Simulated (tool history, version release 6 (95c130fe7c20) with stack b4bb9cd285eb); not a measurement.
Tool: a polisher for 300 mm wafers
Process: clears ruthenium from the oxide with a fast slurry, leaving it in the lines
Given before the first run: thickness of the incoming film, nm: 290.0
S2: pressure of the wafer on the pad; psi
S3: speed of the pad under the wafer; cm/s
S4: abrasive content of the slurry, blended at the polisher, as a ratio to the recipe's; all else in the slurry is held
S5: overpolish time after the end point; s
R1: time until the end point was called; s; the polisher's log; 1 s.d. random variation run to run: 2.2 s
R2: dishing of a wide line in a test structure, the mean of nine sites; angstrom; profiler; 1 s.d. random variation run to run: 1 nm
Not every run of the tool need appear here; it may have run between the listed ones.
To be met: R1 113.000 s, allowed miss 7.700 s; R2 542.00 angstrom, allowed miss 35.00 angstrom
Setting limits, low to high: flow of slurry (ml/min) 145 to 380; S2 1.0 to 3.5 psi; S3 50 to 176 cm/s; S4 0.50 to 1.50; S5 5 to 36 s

run 1 day=0.000 | flow_of_slurry_(ml/min)=245 S2=2.2 S3=112 S4=1.00 S5=18 | R1=90.075 R2=440.76
run 2 day=0.154 | flow_of_slurry_(ml/min)=245 S2=2.6 S3=112 S4=1.00 S5=18 | R1=77.043 R2=482.39
run 3 day=0.488 | flow_of_slurry_(ml/min)=205 S2=2.6 S3=112 S4=1.00 S5=18 | R1=80.174 R2=464.86
run 4 day=0.517 | flow_of_slurry_(ml/min)=200 S2=2.4 S3=112 S4=1.00 S5=20 | R1=86.106 R2=492.64
run 5 day=0.879 | flow_of_slurry_(ml/min)=250 S2=2.4 S3=112 S4=1.00 S5=20 | R1=84.311 R2=520.24
run 6 day=1.146 | flow_of_slurry_(ml/min)=300 S2=2.4 S3=112 S4=1.00 S5=20 | R1=81.916 R2=525.76
run 7 day=1.492 | flow_of_slurry_(ml/min)=300 S2=2.2 S3=112 S4=1.00 S5=21 | R1=90.971 R2=499.68
run 8 day=1.608 | flow_of_slurry_(ml/min)=300 S2=2.1 S3=112 S4=1.00 S5=22 | R1=92.080 R2=503.13
run 9 day=1.679 | flow_of_slurry_(ml/min)=300 S2=2.0 S3=112 S4=1.00 S5=24 | R1=101.240 R2=521.37
run 10 day=1.992 | flow_of_slurry_(ml/min)=300 S2=2.0 S3=112 S4=1.00 S5=24 | R1=99.694 R2=511.70
run 11 day=2.138 | flow_of_slurry_(ml/min)=300 S2=1.9 S3=112 S4=1.00 S5=25 | R1=100.280 R2=519.09
run 12 day=2.500 | flow_of_slurry_(ml/min)=300 S2=1.9 S3=112 S4=1.00 S5=25 | R1=101.430 R2=523.90

Which of these 5 next moves meets every target?
run A day=2.862 | flow_of_slurry_(ml/min)=250 S2=2.4 S3=82 S4=1.25 S5=22 | R1=? R2=?
run B day=2.862 | flow_of_slurry_(ml/min)=215 S2=1.9 S3=116 S4=0.90 S5=24 | R1=? R2=?
run C day=2.862 | flow_of_slurry_(ml/min)=210 S2=2.2 S3=126 S4=0.85 S5=20 | R1=? R2=?
run D day=2.862 | flow_of_slurry_(ml/min)=295 S2=2.1 S3=118 S4=0.95 S5=19 | R1=? R2=?
run E day=2.862 | flow_of_slurry_(ml/min)=380 S2=1.9 S3=110 S4=0.85 S5=29 | R1=? R2=?

move=A R1=100.410 R2=482.15
move=B R1=110.780 R2=477.23
move=C R1=92.338 R2=477.13
move=D R1=92.427 R2=454.93
move=E R1=114.680 R2=548.71
A: further off than the last run
B: meets the target for the result that was furthest off, but another lies outside its allowed miss
C: further off than the last run
D: further off than the last run
E: every result lands within tolerance
The move that meets every target is E.
